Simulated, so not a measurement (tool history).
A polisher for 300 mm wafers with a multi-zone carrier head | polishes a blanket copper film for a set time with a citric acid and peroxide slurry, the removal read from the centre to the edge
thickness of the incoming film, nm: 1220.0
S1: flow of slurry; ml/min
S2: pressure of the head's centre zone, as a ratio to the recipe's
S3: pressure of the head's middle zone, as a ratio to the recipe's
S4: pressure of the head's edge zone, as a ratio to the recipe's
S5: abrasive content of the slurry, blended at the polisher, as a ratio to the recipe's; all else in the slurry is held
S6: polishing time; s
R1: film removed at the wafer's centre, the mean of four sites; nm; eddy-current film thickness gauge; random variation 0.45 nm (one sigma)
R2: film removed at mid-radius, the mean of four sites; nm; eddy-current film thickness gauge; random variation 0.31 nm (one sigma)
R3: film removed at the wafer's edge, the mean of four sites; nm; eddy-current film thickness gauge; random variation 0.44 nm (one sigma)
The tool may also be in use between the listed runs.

run,hour,S1,S2,S3,S4,S5,S6,R1,R2,R3
1,0,175,1,1,1,1,50,74.371,70.26,70.147
2,1.9,175,0.95,1,1,1,50,72.596,69.27,69.099
3,8.6,175,0.95,0.99,0.98,0.95,47,66.596,64.348,64.605
4,13.6,175,0.95,1.02,0.98,0.95,47,66.595,65.533,64.402
5,20,170,0.97,1.01,0.96,0.9,44,60.692,59.827,57.073
6,27,165,0.98,0.99,0.95,0.85,42,58.293,55.578,54.089
7,30,160,0.98,0.97,0.94,0.8,40,53.605,50.756,49.161
8,31.2,155,0.98,0.95,0.93,0.75,39,50.396,48.182,46.922
9,32.6,155,0.99,0.93,0.92,0.7,38,49.396,44.355,44.686
10,40.6,150,0.99,0.92,0.91,0.7,37,49.126,42.355,43.029
11,45.6,145,0.98,0.91,0.9,0.7,37,47.239,42.187,43.13
12,46.3,145,0.98,0.91,0.89,0.7,36,46.743,40.727,42.493
13,55.1,145,0.98,0.91,0.89,0.7,35,44.833,39.445,39.912
14,58.3,145,0.98,0.91,0.88,0.7,35,44.697,38.762,39.18
15,64.3,145,0.97,0.91,0.87,0.7,35,44.553,39.414,40.153

Forecast run 16:
# hour 68.3: centre zone pressure recalibrated
16,68.3,130,0.98,0.91,0.85,0.5,28,?,?,?

R1: 28.995 nm
R2: 27.855 nm
R3: 28.29 nm
